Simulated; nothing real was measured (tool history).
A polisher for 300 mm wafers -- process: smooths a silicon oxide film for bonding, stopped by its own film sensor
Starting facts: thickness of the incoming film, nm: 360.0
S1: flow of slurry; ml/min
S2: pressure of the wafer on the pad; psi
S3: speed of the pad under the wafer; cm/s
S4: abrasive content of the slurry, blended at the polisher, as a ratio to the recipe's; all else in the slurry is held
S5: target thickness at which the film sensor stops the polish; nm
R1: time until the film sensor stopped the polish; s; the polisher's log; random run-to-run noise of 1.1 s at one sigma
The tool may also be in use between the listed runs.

run,hour,S1,S2,S3,S4,S5,R1
1,0.0,185,2.3,94,1.0,321,52.788
2,7.8,185,2.2,94,1.0,321,57.711
3,10.3,185,2.2,94,1.0,321,56.468
4,18.6,185,2.8,94,1.0,321,44.297
5,22.4,185,2.6,94,1.0,321,47.973
6,29.5,140,2.6,94,1.0,321,50.307
7,31.4,140,2.4,94,1.0,321,55.649
8,39.9,140,2.3,94,1.0,321,58.092
# hour 42.8: slurry nozzle cleaned
9,42.8,140,2.3,94,1.0,321,53.867
10,43.9,140,2.2,92,1.0,321,56.813
11,48.4,140,2.2,92,1.0,321,56.660
12,54.4,140,2.1,88,1.0,321,62.665
13,59.2,140,2.0,88,1.0,321,66.084
14,61.6,140,1.9,88,1.0,321,68.807
15,70.6,140,1.8,88,1.0,321,71.283

Run 16 comes next. What will it give?
16,77.7,140,1.7,88,1.0,321,?

{"run 16": {"R1": 76.824}}

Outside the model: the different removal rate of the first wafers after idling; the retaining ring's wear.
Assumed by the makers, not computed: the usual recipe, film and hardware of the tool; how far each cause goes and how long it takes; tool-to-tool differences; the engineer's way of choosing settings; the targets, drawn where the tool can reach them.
